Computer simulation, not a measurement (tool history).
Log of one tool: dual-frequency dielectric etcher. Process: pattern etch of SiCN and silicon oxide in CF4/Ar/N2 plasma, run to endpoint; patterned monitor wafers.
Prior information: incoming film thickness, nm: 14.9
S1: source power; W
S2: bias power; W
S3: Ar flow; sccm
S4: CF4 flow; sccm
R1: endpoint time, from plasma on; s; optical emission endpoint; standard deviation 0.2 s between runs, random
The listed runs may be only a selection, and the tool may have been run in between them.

Run 1, hour 0.0: S1 460 W, S2 58 W, S3 106 sccm, S4 78 sccm. Result: R1 18.052 s.
Run 2, hour 8.6: S1 460 W, S2 54 W, S3 106 sccm, S4 78 sccm. Result: R1 18.379 s.
Run 3, hour 16.8: S1 400 W, S2 48 W, S3 120 sccm, S4 68 sccm. Result: R1 23.325 s.
Run 4, hour 23.9: S1 400 W, S2 44 W, S3 120 sccm, S4 68 sccm. Result: R1 23.888 s.
Run 5, hour 26.7: S1 400 W, S2 44 W, S3 106 sccm, S4 68 sccm. Result: R1 23.526 s.
Run 6, hour 33.3: S1 400 W, S2 52 W, S3 106 sccm, S4 68 sccm. Result: R1 22.270 s.
Run 7, hour 37.5: S1 360 W, S2 47 W, S3 109 sccm, S4 67 sccm. Result: R1 26.236 s.
Run 8, hour 42.1: S1 330 W, S2 47 W, S3 109 sccm, S4 67 sccm. Result: R1 29.481 s.

Forecast run 9:
Run 9, hour 46.8: S1 320 W, S2 47 W, S3 109 sccm, S4 67 sccm. Result: R1 ?.

Logged for run 9: R1 30.158 s.

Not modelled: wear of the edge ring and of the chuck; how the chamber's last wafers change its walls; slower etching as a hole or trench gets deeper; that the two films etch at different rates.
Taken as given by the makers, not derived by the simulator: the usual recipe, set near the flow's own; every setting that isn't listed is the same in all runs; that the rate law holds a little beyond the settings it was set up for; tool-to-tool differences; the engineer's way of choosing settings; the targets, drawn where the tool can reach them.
